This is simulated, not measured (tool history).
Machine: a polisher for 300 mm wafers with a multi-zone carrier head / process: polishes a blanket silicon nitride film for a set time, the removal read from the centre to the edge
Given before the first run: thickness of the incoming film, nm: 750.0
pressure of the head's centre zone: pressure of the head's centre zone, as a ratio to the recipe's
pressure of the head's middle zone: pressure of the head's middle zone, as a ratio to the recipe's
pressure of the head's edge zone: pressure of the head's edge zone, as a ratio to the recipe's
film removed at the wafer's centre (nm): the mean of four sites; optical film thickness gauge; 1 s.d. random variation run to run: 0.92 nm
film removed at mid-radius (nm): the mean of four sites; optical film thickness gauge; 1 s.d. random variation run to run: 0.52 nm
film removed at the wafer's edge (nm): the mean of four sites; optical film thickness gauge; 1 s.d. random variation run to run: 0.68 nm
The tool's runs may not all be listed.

run,hour,flow of slurry (ml/min),pressure of the head's centre zone,pressure of the head's middle zone,pressure of the head's edge zone,polishing time (s),film removed at the wafer's centre (nm),film removed at mid-radius (nm),film removed at the wafer's edge (nm)
1,0,155,1,1,1,40,106.32,104.97,104.86
2,8.4,155,1,1,0.95,40,103.38,103.47,102.38
3,13.5,155,0.92,1,0.95,40,93.747,105.12,101.96
4,22.5,155,0.92,1,0.95,36,83.626,94.796,90.589
5,25.7,150,0.95,0.97,0.93,34,82.144,86.675,84.669
6,33.4,150,0.91,0.97,0.93,34,78.762,85.23,85.778
7,40.5,150,0.91,0.97,0.93,34,79.872,86.571,85.715

Forecast run 8:
8,49.6,145,0.93,0.95,0.91,32,?,?,?

Run 8 yielded film removed at the wafer's centre (nm) 75.702, film removed at mid-radius (nm) 78.93, film removed at the wafer's edge (nm) 79.758.

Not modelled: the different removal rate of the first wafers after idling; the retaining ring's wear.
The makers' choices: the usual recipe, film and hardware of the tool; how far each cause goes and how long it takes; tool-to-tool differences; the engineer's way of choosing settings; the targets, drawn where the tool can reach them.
